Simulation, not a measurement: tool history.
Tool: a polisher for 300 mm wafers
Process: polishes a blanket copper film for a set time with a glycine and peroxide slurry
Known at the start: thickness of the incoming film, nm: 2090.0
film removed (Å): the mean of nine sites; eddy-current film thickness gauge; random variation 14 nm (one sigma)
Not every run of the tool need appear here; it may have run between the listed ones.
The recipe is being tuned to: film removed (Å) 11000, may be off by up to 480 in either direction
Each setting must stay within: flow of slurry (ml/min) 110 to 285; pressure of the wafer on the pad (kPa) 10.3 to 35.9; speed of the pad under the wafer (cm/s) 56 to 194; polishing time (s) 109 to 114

run	hour	flow of slurry (ml/min)	pressure of the wafer on the pad (kPa)	speed of the pad under the wafer (cm/s)	polishing time (s)	film removed (Å)
1	0	180	22.8	124	109	8924.7
2	8.8	145	22.8	124	109	8698.2
3	11.3	145	23.4	124	109	8761
4	11.9	160	23.4	124	109	9055
5	17.3	160	23.4	124	109	9246.6
6	22.5	160	23.4	144	109	9712.4
7	29.1	165	24.1	144	109	10337
8	31.4	170	24.8	144	109	10545

Below are 4 possible settings for the next run. Only one of them brings all results inside the allowed miss of their targets. Which is it?
A	33.7	130	23.4	134	114	?
B	33.7	135	29	118	114	?
C	33.7	250	22.8	134	109	?
D	33.7	185	24.1	136	109	?

move	film removed (Å)
A	9476
B	10772
C	9823.1
D	10025
A: the biggest miss grows against the last run
B: every result lands within tolerance
C: the biggest miss grows against the last run
D: the biggest miss grows against the last run
Go with B: it meets all targets.

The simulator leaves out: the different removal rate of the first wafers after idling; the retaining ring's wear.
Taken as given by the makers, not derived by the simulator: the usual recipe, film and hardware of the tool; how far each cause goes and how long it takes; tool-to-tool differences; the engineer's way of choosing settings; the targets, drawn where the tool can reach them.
